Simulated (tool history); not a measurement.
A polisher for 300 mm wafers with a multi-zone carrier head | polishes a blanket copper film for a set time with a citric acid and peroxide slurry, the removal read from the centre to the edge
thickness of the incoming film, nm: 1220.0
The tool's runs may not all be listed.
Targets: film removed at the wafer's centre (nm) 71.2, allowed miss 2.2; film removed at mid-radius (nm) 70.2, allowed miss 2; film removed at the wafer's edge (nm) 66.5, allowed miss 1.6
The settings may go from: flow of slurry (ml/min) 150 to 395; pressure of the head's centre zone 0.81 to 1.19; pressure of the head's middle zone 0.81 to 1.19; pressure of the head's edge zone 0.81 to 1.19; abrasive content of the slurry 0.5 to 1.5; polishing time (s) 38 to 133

| run | day | flow of slurry (ml/min) | pressure of the head's centre zone | pressure of the head's middle zone | pressure of the head's edge zone | abrasive content of the slurry | polishing time (s) | film removed at the wafer's centre (nm) | film removed at mid-radius (nm) | film removed at the wafer's edge (nm) |
|---|---|---|---|---|---|---|---|---|---|---|
| 1 | 0 | 250 | 1 | 1 | 1 | 1 | 85 | 108.64 | 124.01 | 126.56 |
| 2 | 0.121 | 250 | 1.02 | 1 | 0.97 | 0.9 | 79 | 100.64 | 114.91 | 114.07 |
| 3 | 0.438 | 225 | 1.02 | 1 | 0.97 | 0.9 | 79 | 98.212 | 113.25 | 112.61 |
| 4 | 0.629 | 225 | 1.05 | 1 | 0.97 | 0.9 | 79 | 100.96 | 112.75 | 114.39 |
| 5 | 0.838 | 250 | 1.05 | 1 | 0.97 | 0.9 | 79 | 102.64 | 113.93 | 114.8 |
|  | 1.171 | centre zone pressure recalibrated |
| 6 | 1.171 | 250 | 1.05 | 1 | 0.97 | 1 | 79 | 116.36 | 115.33 | 117.26 |
| 7 | 1.429 | 270 | 1.05 | 0.99 | 0.95 | 0.95 | 73 | 108.22 | 106.21 | 108.69 |
| 8 | 1.596 | 200 | 1.08 | 1.03 | 0.85 | 0.7 | 49 | 67.285 | 68.1 | 62.996 |
| 9 | 1.775 | 205 | 1.08 | 1.03 | 0.85 | 0.7 | 49 | 67.976 | 67.252 | 62.605 |
| 10 | 1.838 | 205 | 1.08 | 1.03 | 0.85 | 0.7 | 49 | 67.614 | 67.365 | 62.608 |

5 next moves are on the table. One of them brings every result within its allowed miss. Which?
| A | 1.9 | 205 | 1.08 | 1.15 | 0.81 | 0.8 | 44 | ? | ? | ? |
| B | 1.9 | 185 | 1.02 | 0.92 | 0.85 | 0.85 | 51 | ? | ? | ? |
| C | 1.9 | 205 | 1.06 | 0.99 | 0.81 | 0.6 | 54 | ? | ? | ? |
| D | 1.9 | 215 | 1.1 | 1.04 | 0.85 | 0.75 | 45 | ? | ? | ? |
| E | 1.9 | 190 | 1.17 | 1.07 | 0.81 | 0.75 | 50 | ? | ? | ? |

| move | film removed at the wafer's centre (nm) | film removed at mid-radius (nm) | film removed at the wafer's edge (nm) |
|---|---|---|---|
| A | 61.531 | 67.631 | 56.986 |
| B | 67.028 | 64.403 | 67.476 |
| C | 70.872 | 69.79 | 66.954 |
| D | 63.776 | 63.259 | 59.321 |
| E | 73.203 | 70.534 | 63.527 |
A: further off than the last run
B: brings the result that was furthest off to its target, and leaves another outside
C: meets every target
D: further off than the last run
E: nearer than the last run, and not there yet
Move C is the one to make.

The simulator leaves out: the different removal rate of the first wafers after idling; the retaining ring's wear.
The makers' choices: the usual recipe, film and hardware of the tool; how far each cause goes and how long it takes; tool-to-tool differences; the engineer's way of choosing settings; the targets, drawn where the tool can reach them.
